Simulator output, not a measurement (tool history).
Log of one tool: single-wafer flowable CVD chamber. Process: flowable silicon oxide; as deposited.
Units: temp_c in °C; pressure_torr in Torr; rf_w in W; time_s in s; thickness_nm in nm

{"run": 1, "hour": 0.0, "temp_c": 105, "pressure_torr": 0.605, "rf_w": 1755, "time_s": 481, "thickness_nm": 138.33}
{"run": 2, "hour": 6.1, "temp_c": 98, "pressure_torr": 0.605, "rf_w": 1755, "time_s": 481, "thickness_nm": 180.19}
{"run": 3, "hour": 13.4, "temp_c": 98, "pressure_torr": 0.605, "rf_w": 1640, "time_s": 481, "thickness_nm": 176.8}
{"run": 4, "hour": 18.0, "temp_c": 105, "pressure_torr": 0.605, "rf_w": 1640, "time_s": 481, "thickness_nm": 135.33}
{"run": 5, "hour": 19.4, "temp_c": 94, "pressure_torr": 0.605, "rf_w": 1640, "time_s": 481, "thickness_nm": 204.69}
{"hour": 20.5, "done": "thermocouple changed; heater temperature recalibrated"}
{"run": 6, "hour": 20.5, "temp_c": 97, "pressure_torr": 0.605, "rf_w": 1640, "time_s": 481, "thickness_nm": 213.51}
{"run": 7, "hour": 26.4, "temp_c": 109, "pressure_torr": 0.484, "rf_w": 1590, "time_s": 481, "thickness_nm": 108.91}

Run 8 comes next. What will it give?
{"run": 8, "hour": 32.4, "temp_c": 110, "pressure_torr": 0.484, "rf_w": 1590, "time_s": 481, "thickness_nm": "?"}

{"run 8": {"thickness_nm": 104.93}}

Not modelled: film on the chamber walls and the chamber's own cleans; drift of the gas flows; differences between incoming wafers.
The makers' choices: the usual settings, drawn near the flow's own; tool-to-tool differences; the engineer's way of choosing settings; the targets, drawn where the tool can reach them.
